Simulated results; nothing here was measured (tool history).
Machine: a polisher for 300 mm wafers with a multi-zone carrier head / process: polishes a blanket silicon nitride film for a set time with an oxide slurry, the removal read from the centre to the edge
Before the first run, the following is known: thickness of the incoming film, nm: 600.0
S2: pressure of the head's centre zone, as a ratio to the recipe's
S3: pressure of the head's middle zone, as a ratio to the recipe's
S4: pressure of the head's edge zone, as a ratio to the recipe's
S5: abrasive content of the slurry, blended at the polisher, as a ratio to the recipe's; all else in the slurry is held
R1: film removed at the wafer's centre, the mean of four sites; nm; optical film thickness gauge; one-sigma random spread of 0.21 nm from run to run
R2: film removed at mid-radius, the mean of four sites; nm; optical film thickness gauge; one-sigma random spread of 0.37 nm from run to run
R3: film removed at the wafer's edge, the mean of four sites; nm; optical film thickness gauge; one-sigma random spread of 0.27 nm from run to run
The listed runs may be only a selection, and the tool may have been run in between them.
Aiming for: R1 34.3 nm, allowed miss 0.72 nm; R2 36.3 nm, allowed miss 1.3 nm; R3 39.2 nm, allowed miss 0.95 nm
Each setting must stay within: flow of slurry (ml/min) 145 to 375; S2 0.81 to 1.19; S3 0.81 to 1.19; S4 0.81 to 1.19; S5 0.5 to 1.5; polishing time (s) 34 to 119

run 1 day=0 | flow_of_slurry_(ml/min)=240 S2=1 S3=1 S4=1 S5=1 polishing_time_(s)=76 | R1=45.126 R2=46.083 R3=46.244
run 2 day=0.254 | flow_of_slurry_(ml/min)=240 S2=1 S3=1 S4=1 S5=1.2 polishing_time_(s)=76 | R1=48.244 R2=50.495 R3=50.099
run 3 day=0.592 | flow_of_slurry_(ml/min)=240 S2=1 S3=1 S4=1 S5=1.1 polishing_time_(s)=76 | R1=46.496 R2=48.084 R3=48.245
run 4 day=0.867 | flow_of_slurry_(ml/min)=230 S2=0.97 S3=0.97 S4=0.97 S5=1.05 polishing_time_(s)=76 | R1=43.477 R2=45.701 R3=46.605
run 5 day=1.212 | flow_of_slurry_(ml/min)=290 S2=0.97 S3=0.97 S4=0.97 S5=1.05 polishing_time_(s)=76 | R1=45.146 R2=46.554 R3=47.644
run 6 day=1.467 | flow_of_slurry_(ml/min)=290 S2=0.97 S3=0.97 S4=0.97 S5=1.05 polishing_time_(s)=65 | R1=39.002 R2=39.983 R3=40.635
run 7 day=1.488 | flow_of_slurry_(ml/min)=275 S2=0.96 S3=0.96 S4=0.97 S5=1.05 polishing_time_(s)=65 | R1=37.758 R2=39.18 R3=40.202
run 8 day=1.783 | flow_of_slurry_(ml/min)=260 S2=0.95 S3=0.95 S4=0.97 S5=1.05 polishing_time_(s)=65 | R1=37.821 R2=38.751 R3=39.931
run 9 day=1.896 | flow_of_slurry_(ml/min)=250 S2=0.93 S3=0.94 S4=0.97 S5=1.05 polishing_time_(s)=65 | R1=36.611 R2=37.855 R3=39.826
run 10 day=2.021 | flow_of_slurry_(ml/min)=240 S2=0.92 S3=0.94 S4=0.97 S5=1.05 polishing_time_(s)=65 | R1=36.403 R2=37.96 R3=40.375
run 11 day=2.067 | flow_of_slurry_(ml/min)=240 S2=0.92 S3=0.94 S4=0.97 S5=1.05 polishing_time_(s)=65 | R1=35.89 R2=38.074 R3=39.415
run 12 day=2.246 | flow_of_slurry_(ml/min)=240 S2=0.92 S3=0.94 S4=0.97 S5=1.05 polishing_time_(s)=65 | R1=35.922 R2=37.198 R3=39.706
run 13 day=2.429 | flow_of_slurry_(ml/min)=235 S2=0.92 S3=0.94 S4=0.97 S5=1.05 polishing_time_(s)=65 | R1=35.711 R2=37.509 R3=39.97

Consider the 4 candidate settings below. Which is the only one whose results all fall within their allowed miss of target?
run A day=2.612 | flow_of_slurry_(ml/min)=285 S2=0.94 S3=0.92 S4=0.97 S5=1.05 polishing_time_(s)=64 | R1=? R2=? R3=?
run B day=2.612 | flow_of_slurry_(ml/min)=170 S2=0.93 S3=0.98 S4=0.84 S5=1.2 polishing_time_(s)=67 | R1=? R2=? R3=?
run C day=2.612 | flow_of_slurry_(ml/min)=255 S2=0.92 S3=0.86 S4=1 S5=1.25 polishing_time_(s)=61 | R1=? R2=? R3=?
run D day=2.612 | flow_of_slurry_(ml/min)=210 S2=0.93 S3=0.96 S4=1.05 S5=1 polishing_time_(s)=64 | R1=? R2=? R3=?

move=A R1=37.157 R2=38.134 R3=40.049
move=B R1=37.312 R2=40.963 R3=39.426
move=C R1=36.683 R2=36.669 R3=41.164
move=D R1=34.429 R2=37.034 R3=39.349
A: lands further from the targets than the last run did
B: lands further from the targets than the last run did
C: lands further from the targets than the last run did
D: hits every target within its allowed miss
D meets every target.

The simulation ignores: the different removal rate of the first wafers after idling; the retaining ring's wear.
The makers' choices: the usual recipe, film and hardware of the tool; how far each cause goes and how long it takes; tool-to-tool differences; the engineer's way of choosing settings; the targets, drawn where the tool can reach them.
